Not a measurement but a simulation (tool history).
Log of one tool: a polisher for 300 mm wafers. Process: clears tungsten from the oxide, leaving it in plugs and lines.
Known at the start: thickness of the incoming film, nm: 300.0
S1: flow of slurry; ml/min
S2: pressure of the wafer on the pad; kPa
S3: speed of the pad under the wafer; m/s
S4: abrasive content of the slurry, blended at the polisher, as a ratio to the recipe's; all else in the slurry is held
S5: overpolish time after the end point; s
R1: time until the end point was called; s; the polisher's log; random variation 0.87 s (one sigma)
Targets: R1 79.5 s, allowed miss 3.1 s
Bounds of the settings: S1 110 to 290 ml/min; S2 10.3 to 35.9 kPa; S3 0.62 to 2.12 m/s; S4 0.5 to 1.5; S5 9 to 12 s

run 1 hour=0 | S1=185 S2=22.8 S3=1.36 S4=1 S5=12 | R1=47.652
run 2 hour=7.1 | S1=185 S2=28.3 S3=1.36 S4=1 S5=12 | R1=38.387
run 3 hour=12 | S1=185 S2=28.3 S3=1.52 S4=1 S5=12 | R1=34.458
run 4 hour=19.6 | S1=185 S2=31.7 S3=1.52 S4=1 S5=12 | R1=31
run 5 hour=21.9 | S1=185 S2=26.9 S3=1.46 S4=1 S5=12 | R1=37.79
run 6 hour=29.5 | S1=185 S2=26.9 S3=1.26 S4=1 S5=12 | R1=44.587
run 7 hour=31 | S1=185 S2=23.4 S3=1.24 S4=1 S5=12 | R1=51.035
run 8 hour=37.6 | S1=185 S2=21.4 S3=1.24 S4=1 S5=12 | R1=55.159
run 9 hour=39.7 | S1=185 S2=19.3 S3=1.24 S4=1 S5=12 | R1=61.592
run 10 hour=46.1 | S1=185 S2=17.9 S3=1.24 S4=1 S5=12 | R1=65.938
run 11 hour=48.2 | S1=185 S2=17.2 S3=1.24 S4=1 S5=12 | R1=67.552
run 12 hour=55.4 | S1=185 S2=16.5 S3=1.24 S4=1 S5=12 | R1=70.267
run 13 hour=61.4 | S1=185 S2=16.5 S3=1.24 S4=1 S5=12 | R1=70.734
run 14 hour=69.4 | S1=185 S2=15.9 S3=1.24 S4=1 S5=12 | R1=75.596

4 next moves are on the table. One of them brings every result within its allowed miss. Which?
run A hour=77.4 | S1=130 S2=17.2 S3=1.14 S4=0.95 S5=12 | R1=?
run B hour=77.4 | S1=195 S2=15.9 S3=1.18 S4=1.1 S5=12 | R1=?
run C hour=77.4 | S1=155 S2=20.7 S3=0.96 S4=1.05 S5=9 | R1=?
run D hour=77.4 | S1=215 S2=17.2 S3=1.14 S4=1 S5=12 | R1=?

move=A R1=80.374
move=B R1=74.171
move=C R1=73.961
move=D R1=72.201
A: meets every target
B: further off than the last run
C: further off than the last run
D: further off than the last run
Answer: A
